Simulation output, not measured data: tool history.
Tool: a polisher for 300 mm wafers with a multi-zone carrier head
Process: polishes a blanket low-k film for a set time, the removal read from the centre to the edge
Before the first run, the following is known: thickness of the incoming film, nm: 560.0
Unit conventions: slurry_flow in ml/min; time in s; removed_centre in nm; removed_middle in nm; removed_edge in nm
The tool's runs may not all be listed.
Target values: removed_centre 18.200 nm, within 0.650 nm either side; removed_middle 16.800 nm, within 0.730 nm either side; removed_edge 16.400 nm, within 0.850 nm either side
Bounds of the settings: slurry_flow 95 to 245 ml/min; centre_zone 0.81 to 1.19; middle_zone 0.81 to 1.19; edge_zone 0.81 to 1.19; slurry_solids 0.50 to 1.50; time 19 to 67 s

run 1 hour=0.0 | slurry_flow=155 centre_zone=1.00 middle_zone=1.00 edge_zone=1.00 slurry_solids=1.00 time=43 | removed_centre=22.011 removed_middle=22.506 removed_edge=23.205
run 2 hour=0.6 | slurry_flow=155 centre_zone=1.00 middle_zone=1.00 edge_zone=1.00 slurry_solids=1.00 time=34 | removed_centre=17.644 removed_middle=17.616 removed_edge=18.167
run 3 hour=5.5 | slurry_flow=155 centre_zone=1.02 middle_zone=1.00 edge_zone=0.97 slurry_solids=1.00 time=34 | removed_centre=17.908 removed_middle=17.491 removed_edge=18.112
run 4 hour=11.7 | slurry_flow=160 centre_zone=1.04 middle_zone=1.01 edge_zone=0.94 slurry_solids=0.95 time=34 | removed_centre=17.876 removed_middle=17.098 removed_edge=17.340
run 5 hour=13.0 | slurry_flow=160 centre_zone=1.04 middle_zone=1.01 edge_zone=0.94 slurry_solids=0.75 time=34 | removed_centre=15.289 removed_middle=14.291 removed_edge=14.462
run 6 hour=19.7 | slurry_flow=160 centre_zone=1.04 middle_zone=0.98 edge_zone=0.94 slurry_solids=0.75 time=34 | removed_centre=15.056 removed_middle=13.940 removed_edge=14.392
run 7 hour=27.3 | slurry_flow=170 centre_zone=1.06 middle_zone=1.01 edge_zone=0.96 slurry_solids=0.75 time=34 | removed_centre=15.591 removed_middle=14.508 removed_edge=14.625
run 8 hour=28.5 | slurry_flow=175 centre_zone=1.08 middle_zone=1.02 edge_zone=0.97 slurry_solids=0.80 time=34 | removed_centre=16.777 removed_middle=15.720 removed_edge=15.757
run 9 hour=32.7 | slurry_flow=185 centre_zone=1.09 middle_zone=1.02 edge_zone=0.97 slurry_solids=0.80 time=34 | removed_centre=16.903 removed_middle=15.827 removed_edge=16.294
run 10 hour=40.5 | slurry_flow=185 centre_zone=1.11 middle_zone=1.04 edge_zone=0.96 slurry_solids=0.80 time=34 | removed_centre=16.970 removed_middle=15.849 removed_edge=15.974

Next run, 4 choices. One meets every target within its allowed miss, the rest don't. Which?
run A hour=48.3 | slurry_flow=160 centre_zone=1.10 middle_zone=1.18 edge_zone=0.89 slurry_solids=0.85 time=35 | removed_centre=? removed_middle=? removed_edge=?
run B hour=48.3 | slurry_flow=175 centre_zone=1.09 middle_zone=1.01 edge_zone=1.03 slurry_solids=0.90 time=31 | removed_centre=? removed_middle=? removed_edge=?
run C hour=48.3 | slurry_flow=190 centre_zone=1.13 middle_zone=1.07 edge_zone=0.96 slurry_solids=0.85 time=34 | removed_centre=? removed_middle=? removed_edge=?
run D hour=48.3 | slurry_flow=180 centre_zone=1.05 middle_zone=0.96 edge_zone=1.01 slurry_solids=0.75 time=40 | removed_centre=? removed_middle=? removed_edge=?

move=A removed_centre=18.026 removed_middle=18.367 removed_edge=16.273
move=B removed_centre=16.710 removed_middle=15.264 removed_edge=15.935
move=C removed_centre=18.477 removed_middle=17.003 removed_edge=16.538
move=D removed_centre=18.289 removed_middle=16.665 removed_edge=17.921
A: the furthest-off result lands on target, but another misses its tolerance
B: misses by more than the last run did
C: all results land within tolerance of their targets
D: the furthest-off result lands on target, but another misses its tolerance
The move that meets every target is C.
